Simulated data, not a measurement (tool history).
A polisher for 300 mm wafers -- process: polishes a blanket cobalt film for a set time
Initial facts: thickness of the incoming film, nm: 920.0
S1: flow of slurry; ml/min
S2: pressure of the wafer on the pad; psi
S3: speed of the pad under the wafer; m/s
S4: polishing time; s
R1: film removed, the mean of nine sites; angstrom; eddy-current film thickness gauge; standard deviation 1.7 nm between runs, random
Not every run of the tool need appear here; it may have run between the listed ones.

{"run": 1, "hour": 0.0, "S1": 315, "S2": 1.9, "S3": 0.96, "S4": 43, "R1": 2204.6}
{"run": 2, "hour": 3.0, "S1": 315, "S2": 2.1, "S3": 0.96, "S4": 43, "R1": 2361.9}
{"run": 3, "hour": 10.0, "S1": 315, "S2": 1.8, "S3": 0.92, "S4": 43, "R1": 1960.4}
{"run": 4, "hour": 13.6, "S1": 315, "S2": 1.6, "S3": 0.9, "S4": 43, "R1": 1744.6}
{"run": 5, "hour": 22.4, "S1": 315, "S2": 1.4, "S3": 0.9, "S4": 43, "R1": 1556.9}
{"run": 6, "hour": 28.1, "S1": 370, "S2": 1.4, "S3": 0.9, "S4": 43, "R1": 1533.4}
{"run": 7, "hour": 32.3, "S1": 370, "S2": 1.4, "S3": 0.9, "S4": 43, "R1": 1532.6}

Forecast run 8:
{"run": 8, "hour": 35.7, "S1": 370, "S2": 1.3, "S3": 0.9, "S4": 43, "R1": "?"}

Run 8 produced R1 1423.1 angstrom.
